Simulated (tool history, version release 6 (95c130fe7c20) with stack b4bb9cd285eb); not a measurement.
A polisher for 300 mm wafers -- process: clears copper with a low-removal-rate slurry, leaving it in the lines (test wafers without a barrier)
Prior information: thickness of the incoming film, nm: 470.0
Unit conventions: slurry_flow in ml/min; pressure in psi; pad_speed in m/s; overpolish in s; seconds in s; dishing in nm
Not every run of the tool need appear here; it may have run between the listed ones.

run,hour,slurry_flow,pressure,pad_speed,slurry_solids,overpolish,seconds,dishing
1,0.0,305,3.9,1.28,1.0,14,83.079,49.701
2,6.0,305,3.9,1.28,1.0,17,84.630,55.957
3,12.7,305,3.9,1.08,1.0,17,101.070,48.671
4,16.6,305,3.9,1.08,1.0,22,99.550,60.738
5,21.7,305,4.6,1.08,1.0,22,85.232,68.547
6,29.5,305,4.6,1.08,1.0,26,85.233,74.914
7,30.5,305,4.1,1.06,1.0,24,96.993,65.906
8,37.2,305,4.1,1.06,1.0,24,98.671,65.731
9,41.1,305,3.8,1.04,1.0,22,105.140,57.763
10,43.5,305,3.5,1.02,1.0,21,115.470,51.141
11,51.8,305,2.6,1.00,1.0,18,156.400,36.100

Predict the results of run 12:
12,58.4,305,2.7,1.00,1.0,18,?,?

seconds: 153.430 s
dishing: 36.572 nm

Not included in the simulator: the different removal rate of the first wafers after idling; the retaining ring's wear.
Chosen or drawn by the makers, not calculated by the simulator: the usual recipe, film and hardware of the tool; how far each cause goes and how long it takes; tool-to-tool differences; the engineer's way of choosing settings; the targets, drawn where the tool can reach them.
